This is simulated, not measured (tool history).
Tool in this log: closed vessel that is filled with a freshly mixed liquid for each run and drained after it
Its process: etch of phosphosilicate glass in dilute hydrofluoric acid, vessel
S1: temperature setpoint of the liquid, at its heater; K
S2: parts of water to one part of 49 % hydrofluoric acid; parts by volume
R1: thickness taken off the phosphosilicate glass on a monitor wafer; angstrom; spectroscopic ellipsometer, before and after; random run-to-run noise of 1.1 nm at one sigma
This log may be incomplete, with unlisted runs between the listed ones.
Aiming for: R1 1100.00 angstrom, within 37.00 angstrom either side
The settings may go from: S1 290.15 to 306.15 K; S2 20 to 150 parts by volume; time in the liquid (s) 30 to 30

{"run": 1, "hour": 0.0, "S1": 298.15, "S2": 85, "time in the liquid (s)": 30, "R1": 427.34}
{"run": 2, "hour": 5.8, "S1": 298.15, "S2": 85, "time in the liquid (s)": 30, "R1": 428.72}
{"run": 3, "hour": 14.7, "S1": 299.15, "S2": 80, "time in the liquid (s)": 30, "R1": 476.86}
{"run": 4, "hour": 19.5, "S1": 296.65, "S2": 80, "time in the liquid (s)": 30, "R1": 421.91}
{"run": 5, "hour": 21.2, "S1": 298.15, "S2": 75, "time in the liquid (s)": 30, "R1": 499.27}
{"run": 6, "hour": 25.7, "S1": 295.15, "S2": 75, "time in the liquid (s)": 30, "R1": 434.03}
{"run": 7, "hour": 32.8, "S1": 295.15, "S2": 75, "time in the liquid (s)": 30, "R1": 439.11}
{"run": 8, "hour": 40.8, "S1": 296.65, "S2": 70, "time in the liquid (s)": 30, "R1": 507.62}
{"hour": 49.7, "done": "hydrofluoric acid flow meter replaced"}
{"run": 9, "hour": 49.7, "S1": 298.15, "S2": 65, "time in the liquid (s)": 30, "R1": 620.74}

Below are 4 possible settings for the next run. Only one of them brings all results inside the allowed miss of their targets. Which is it?
{"run": "A", "hour": 58.6, "S1": 301.15, "S2": 55, "time in the liquid (s)": 30, "R1": "?"}
{"run": "B", "hour": 58.6, "S1": 299.65, "S2": 40, "time in the liquid (s)": 30, "R1": "?"}
{"run": "C", "hour": 58.6, "S1": 301.65, "S2": 40, "time in the liquid (s)": 30, "R1": "?"}
{"run": "D", "hour": 58.6, "S1": 294.65, "S2": 30, "time in the liquid (s)": 30, "R1": "?"}

move=A R1=839.89
move=B R1=1111.00
move=C R1=1204.50
move=D R1=1219.10
A: closer than the last run, but not yet in spec
B: in spec on every target
C: takes the biggest miss from the last run beyond its target
D: takes the biggest miss from the last run beyond its target
The move that meets every target is B.

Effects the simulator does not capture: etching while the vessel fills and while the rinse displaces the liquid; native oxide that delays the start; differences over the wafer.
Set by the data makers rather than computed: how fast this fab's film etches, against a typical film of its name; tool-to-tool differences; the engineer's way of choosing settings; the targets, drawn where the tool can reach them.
